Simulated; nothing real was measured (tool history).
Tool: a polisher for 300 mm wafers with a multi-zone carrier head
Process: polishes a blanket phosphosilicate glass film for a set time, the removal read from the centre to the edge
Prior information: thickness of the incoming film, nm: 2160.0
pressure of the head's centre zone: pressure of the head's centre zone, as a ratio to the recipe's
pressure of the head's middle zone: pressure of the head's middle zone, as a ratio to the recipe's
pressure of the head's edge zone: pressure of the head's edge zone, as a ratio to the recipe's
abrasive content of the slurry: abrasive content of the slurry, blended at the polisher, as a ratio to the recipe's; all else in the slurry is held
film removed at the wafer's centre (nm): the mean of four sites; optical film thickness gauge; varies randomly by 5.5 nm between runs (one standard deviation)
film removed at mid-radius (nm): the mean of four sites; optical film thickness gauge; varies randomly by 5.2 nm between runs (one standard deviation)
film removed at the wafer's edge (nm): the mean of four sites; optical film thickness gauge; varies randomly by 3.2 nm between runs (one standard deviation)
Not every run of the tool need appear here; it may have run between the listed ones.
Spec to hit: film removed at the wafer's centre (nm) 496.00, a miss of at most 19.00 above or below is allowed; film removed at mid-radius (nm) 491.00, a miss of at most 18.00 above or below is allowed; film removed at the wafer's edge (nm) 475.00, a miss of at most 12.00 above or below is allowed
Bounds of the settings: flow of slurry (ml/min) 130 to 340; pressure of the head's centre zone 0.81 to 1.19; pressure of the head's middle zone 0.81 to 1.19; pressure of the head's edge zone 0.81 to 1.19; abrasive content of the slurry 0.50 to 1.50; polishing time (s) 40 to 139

run    day  flow of slurry (ml/min)  pressure of the head's centre zone  pressure of the head's middle zone  pressure of the head's edge zone  abrasive content of the slurry  polishing time (s)  film removed at the wafer's centre (nm)  film removed at mid-radius (nm)  film removed at the wafer's edge (nm)
  1  0.000                      220                                1.00                                1.00                              1.00                            1.00                  89                                   389.38                           385.43                                 399.26
  2  0.025                      225                                1.01                                1.01                              1.01                            1.00                  89                                   401.24                           389.43                                 399.58
  3  0.233                      225                                1.01                                1.01                              1.01                            1.00                  73                                   329.04                           321.16                                 326.91
  4  0.279                      225                                1.01                                0.93                              1.01                            1.00                  73                                   320.91                           305.88                                 322.27
  5  0.554                      230                                1.01                                0.95                              1.02                            1.05                  74                                   338.60                           330.78                                 338.39
  6  0.762                      190                                1.01                                0.95                              1.02                            1.05                  74                                   322.37                           307.85                                 328.84
  7  0.871                      250                                1.10                                1.05                              1.12                            1.30                  79                                   422.07                           396.80                                 408.90
     1.038  -- slurry nozzle cleaned
  8  1.038                      275                                1.13                                1.15                              1.17                            1.50                  84                                   520.09                           488.37                                 490.14

Exercise: of the 4 proposed moves below, exactly one satisfies all targets within the stated allowed misses. Which move is it?
  A  1.204                      290                                0.98                                1.05                              1.12                            1.45                  86                                        ?                                ?                                      ?
  B  1.204                      290                                1.02                                1.06                              1.19                            1.50                  87                                        ?                                ?                                      ?
  C  1.204                      275                                1.09                                1.16                              1.12                            1.40                  85                                        ?                                ?                                      ?
  D  1.204                      275                                1.07                                1.18                              1.19                            1.45                  81                                        ?                                ?                                      ?

move  film removed at the wafer's centre (nm)  film removed at mid-radius (nm)  film removed at the wafer's edge (nm)
   A                                   459.19                           483.06                                 485.85
   B                                   487.44                           495.99                                 512.47
   C                                   493.30                           493.42                                 472.49
   D                                   467.06                           479.61                                 469.66
A: takes the biggest miss from the last run beyond its target
B: brings the last run's worst result on target, with another outside its allowed miss
C: every result lands within tolerance
D: takes the biggest miss from the last run beyond its target
The right move is C.
